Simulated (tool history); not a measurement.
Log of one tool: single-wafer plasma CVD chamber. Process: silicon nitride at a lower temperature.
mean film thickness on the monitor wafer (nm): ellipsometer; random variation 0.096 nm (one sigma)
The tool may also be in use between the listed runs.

run	day	heater temperature setpoint (°C)	chamber pressure (mTorr)	RF power (W)	deposition time (s)	mean film thickness on the monitor wafer (nm)
1	0	330	1140	275	38.4	39.583
2	0.067	320	1140	275	38.4	39.756
3	0.217	320	1100	275	38.4	39.324
4	0.3	320	900	275	38.4	37.695
5	0.396	314	900	275	38.4	37.907
6	0.55	314	880	275	38.4	37.497
7	0.746	314	860	275	38.4	37.369
8	1.021	314	840	275	38.4	37.126
9	1.15	314	820	275	38.4	37.134
10	1.221	314	810	275	38.4	36.881
11	1.317	314	800	275	38.4	36.713
12	1.525	314	790	275	38.4	36.513

The next listed run, before its measurement:
13	1.892	314	780	275	38.4	?

Run 13 gave mean film thickness on the monitor wafer (nm) 36.54.

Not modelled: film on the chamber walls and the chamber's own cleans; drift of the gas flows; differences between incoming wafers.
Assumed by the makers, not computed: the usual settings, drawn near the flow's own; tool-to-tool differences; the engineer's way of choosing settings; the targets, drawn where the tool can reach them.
